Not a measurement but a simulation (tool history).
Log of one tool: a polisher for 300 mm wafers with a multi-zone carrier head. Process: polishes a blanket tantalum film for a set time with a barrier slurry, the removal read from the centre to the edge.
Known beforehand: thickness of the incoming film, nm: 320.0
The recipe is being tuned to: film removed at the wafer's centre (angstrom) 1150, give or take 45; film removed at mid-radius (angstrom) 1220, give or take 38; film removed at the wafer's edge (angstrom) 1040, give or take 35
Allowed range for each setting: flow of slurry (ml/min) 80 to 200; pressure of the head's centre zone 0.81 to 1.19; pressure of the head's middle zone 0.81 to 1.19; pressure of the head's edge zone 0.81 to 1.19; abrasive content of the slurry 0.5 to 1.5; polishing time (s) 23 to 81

| run | hour | flow of slurry (ml/min) | pressure of the head's centre zone | pressure of the head's middle zone | pressure of the head's edge zone | abrasive content of the slurry | polishing time (s) | film removed at the wafer's centre (angstrom) | film removed at mid-radius (angstrom) | film removed at the wafer's edge (angstrom) |
|---|---|---|---|---|---|---|---|---|---|---|
| 1 | 0 | 130 | 1 | 1 | 1 | 1 | 52 | 825.43 | 831.84 | 853.13 |
| 2 | 7.6 | 130 | 1 | 0.95 | 1 | 1 | 52 | 836.48 | 795.63 | 842.01 |
| 3 | 11 | 130 | 1 | 0.95 | 0.93 | 1 | 52 | 827.04 | 802.93 | 813.25 |
| 4 | 12.2 | 145 | 1.03 | 1 | 0.93 | 1.1 | 52 | 905.85 | 876.3 | 835.32 |
| 5 | 19.5 | 145 | 1.03 | 1.03 | 0.93 | 1.1 | 52 | 891.46 | 908.68 | 839.57 |
| 6 | 22.5 | 170 | 1.03 | 1.03 | 0.93 | 1.1 | 52 | 914.97 | 914.49 | 844.65 |
| 7 | 24.6 | 170 | 1.03 | 1.03 | 0.93 | 1.1 | 52 | 910.4 | 934.31 | 868.41 |
| 8 | 26.5 | 175 | 1.05 | 1.06 | 0.95 | 1.2 | 52 | 955.47 | 963.61 | 891.89 |

4 next moves are on the table. One of them brings every result within its allowed miss. Which?
| A | 28.4 | 180 | 1.04 | 1.12 | 0.91 | 1.25 | 61 | ? | ? | ? |
| B | 28.4 | 170 | 1.18 | 1.18 | 0.81 | 1.15 | 62 | ? | ? | ? |
| C | 28.4 | 185 | 1.06 | 1.08 | 0.96 | 1.25 | 56 | ? | ? | ? |
| D | 28.4 | 155 | 1.16 | 0.83 | 1.14 | 1.25 | 56 | ? | ? | ? |

| move | film removed at the wafer's centre (angstrom) | film removed at mid-radius (angstrom) | film removed at the wafer's edge (angstrom) |
|---|---|---|---|
| A | 1135.2 | 1233 | 1032.6 |
| B | 1272.1 | 1272.1 | 969.23 |
| C | 1066.9 | 1101.9 | 975.32 |
| D | 1130.4 | 861.83 | 1044 |
A: each result inside its tolerance
B: the result that was furthest off in the last run now lies on the other side of its target
C: gains on the last run, yet a result remains outside its allowed miss
D: lands further from the targets than the last run did
A is the move that brings every result within its allowed miss.
